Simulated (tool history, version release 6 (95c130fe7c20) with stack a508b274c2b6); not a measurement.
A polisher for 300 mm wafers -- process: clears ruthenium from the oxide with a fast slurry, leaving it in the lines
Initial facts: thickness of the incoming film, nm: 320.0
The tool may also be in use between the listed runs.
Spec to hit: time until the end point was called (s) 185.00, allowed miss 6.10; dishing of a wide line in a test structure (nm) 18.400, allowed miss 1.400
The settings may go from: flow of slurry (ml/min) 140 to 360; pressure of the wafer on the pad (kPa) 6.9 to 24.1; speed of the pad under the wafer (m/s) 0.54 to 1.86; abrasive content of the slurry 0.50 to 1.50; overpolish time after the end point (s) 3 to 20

| run | hour | flow of slurry (ml/min) | pressure of the wafer on the pad (kPa) | speed of the pad under the wafer (m/s) | abrasive content of the slurry | overpolish time after the end point (s) | time until the end point was called (s) | dishing of a wide line in a test structure (nm) |
|---|---|---|---|---|---|---|---|---|
| 1 | 0.0 | 230 | 15.2 | 1.18 | 1.00 | 10 | 92.31 | 31.164 |
| 2 | 8.0 | 230 | 13.1 | 1.14 | 1.00 | 10 | 109.70 | 26.501 |
| 3 | 10.2 | 190 | 13.1 | 1.14 | 1.00 | 10 | 113.27 | 26.972 |
| 4 | 11.2 | 190 | 13.1 | 1.14 | 0.90 | 10 | 117.29 | 26.321 |
| 5 | 19.3 | 185 | 11.7 | 1.14 | 0.90 | 10 | 132.64 | 23.438 |
| 6 | 26.6 | 185 | 11.7 | 1.36 | 0.90 | 10 | 114.36 | 27.321 |
| 7 | 28.8 | 180 | 10.3 | 1.32 | 0.90 | 10 | 129.58 | 23.492 |
| 8 | 36.8 | 175 | 9.7 | 1.28 | 0.90 | 10 | 144.66 | 20.968 |
| 9 | 42.5 | 170 | 9.0 | 1.28 | 0.90 | 10 | 157.08 | 20.234 |
| 10 | 47.4 | 165 | 8.3 | 1.28 | 0.90 | 10 | 167.29 | 18.880 |
| 11 | 52.6 | 160 | 8.3 | 1.28 | 0.90 | 10 | 169.29 | 18.339 |
| 12 | 60.8 | 155 | 8.3 | 1.28 | 0.90 | 10 | 171.45 | 18.140 |
| 13 | 64.7 | 150 | 6.9 | 1.28 | 0.90 | 11 | 203.05 | 16.500 |
| 14 | 70.9 | 165 | 6.9 | 1.28 | 0.90 | 11 | 199.55 | 17.185 |
| 15 | 74.3 | 170 | 6.9 | 1.28 | 0.90 | 11 | 200.78 | 16.757 |

Exactly one of the 4 candidate moves below puts every result within its allowed miss. Which one?
| A | 77.7 | 205 | 6.9 | 1.04 | 1.05 | 10 | ? | ? |
| B | 77.7 | 280 | 6.9 | 1.32 | 0.85 | 11 | ? | ? |
| C | 77.7 | 150 | 8.3 | 1.16 | 1.00 | 8 | ? | ? |
| D | 77.7 | 145 | 6.9 | 1.26 | 0.85 | 10 | ? | ? |

| move | time until the end point was called (s) | dishing of a wide line in a test structure (nm) |
|---|---|---|
| A | 221.56 | 13.782 |
| B | 183.77 | 18.059 |
| C | 181.77 | 13.451 |
| D | 211.69 | 14.399 |
A: its largest miss is bigger than the last run's
B: every result within its allowed miss
C: meets the target for the result that was furthest off, but another lies outside its allowed miss
D: its largest miss is bigger than the last run's
B is the move that brings every result within its allowed miss.
